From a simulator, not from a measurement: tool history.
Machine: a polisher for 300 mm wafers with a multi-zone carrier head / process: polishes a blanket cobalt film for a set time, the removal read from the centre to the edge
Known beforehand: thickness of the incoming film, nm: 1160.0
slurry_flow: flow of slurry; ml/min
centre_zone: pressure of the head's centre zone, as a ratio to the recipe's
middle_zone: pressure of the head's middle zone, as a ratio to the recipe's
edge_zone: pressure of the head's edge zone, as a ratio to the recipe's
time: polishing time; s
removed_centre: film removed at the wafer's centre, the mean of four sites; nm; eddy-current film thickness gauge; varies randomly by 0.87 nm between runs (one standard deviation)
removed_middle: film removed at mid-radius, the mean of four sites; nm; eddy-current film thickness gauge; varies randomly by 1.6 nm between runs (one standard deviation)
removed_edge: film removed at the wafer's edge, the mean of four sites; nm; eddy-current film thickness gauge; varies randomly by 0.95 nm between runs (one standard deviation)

run	hour	slurry_flow	centre_zone	middle_zone	edge_zone	time	removed_centre	removed_middle	removed_edge
1	0	175	1	1	1	38	163.09	159.91	151.97
2	6.5	165	0.96	0.99	0.98	35	144.17	142	142.82
3	14.7	165	0.92	0.99	0.98	35	139.35	141.71	138.45
4	18.8	200	0.92	0.99	0.98	35	144.64	150.06	143.43
5	23.4	200	0.92	0.99	0.98	27	110.65	114.57	109.31
6	29.6	170	0.92	0.99	0.98	27	107.74	109.77	108.26
7	34	165	0.9	1	0.98	27	103.6	112.41	107.41
# hour 42.5: edge zone pressure recalibrated
8	42.5	160	0.89	1	0.98	27	102.82	110.11	113.24
9	47.4	160	0.88	1.01	0.96	27	100.9	114.52	110.29
10	54.7	155	0.88	1.01	0.95	27	101.35	110.53	109.45

The next listed run, before its measurement:
11	57.7	155	0.88	1.02	0.94	27	?	?	?

Run 11 yielded removed_centre 101.4 nm, removed_middle 111.31 nm, removed_edge 109.56 nm.
